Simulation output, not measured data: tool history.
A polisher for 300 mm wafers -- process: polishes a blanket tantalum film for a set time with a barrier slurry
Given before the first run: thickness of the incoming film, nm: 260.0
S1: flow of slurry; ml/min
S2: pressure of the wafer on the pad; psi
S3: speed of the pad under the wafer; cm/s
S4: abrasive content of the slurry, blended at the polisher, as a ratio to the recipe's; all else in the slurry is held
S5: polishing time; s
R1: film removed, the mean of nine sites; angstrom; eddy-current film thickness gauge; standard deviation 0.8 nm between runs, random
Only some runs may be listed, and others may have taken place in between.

run 1 hour=0.0 | S1=155 S2=2.0 S3=86 S4=1.0 S5=88 | R1=1084.10
run 2 hour=3.0 | S1=175 S2=2.0 S3=86 S4=1.0 S5=88 | R1=1116.40
run 3 hour=6.5 | S1=175 S2=2.0 S3=68 S4=1.0 S5=88 | R1=907.34
run 4 hour=9.7 | S1=175 S2=2.0 S3=56 S4=1.0 S5=88 | R1=788.35
run 5 hour=11.5 | S1=175 S2=2.0 S3=56 S4=0.9 S5=88 | R1=789.08
run 6 hour=19.6 | S1=150 S2=2.0 S3=56 S4=0.9 S5=88 | R1=759.65
run 7 hour=27.1 | S1=150 S2=1.9 S3=56 S4=0.9 S5=88 | R1=730.80
run 8 hour=35.9 | S1=150 S2=1.8 S3=56 S4=0.9 S5=88 | R1=689.79

Run 9 is up next; what results do you expect?
run 9 hour=41.6 | S1=150 S2=1.8 S3=56 S4=0.9 S5=88 | R1=?

Run 9 gave R1 697.17 angstrom.
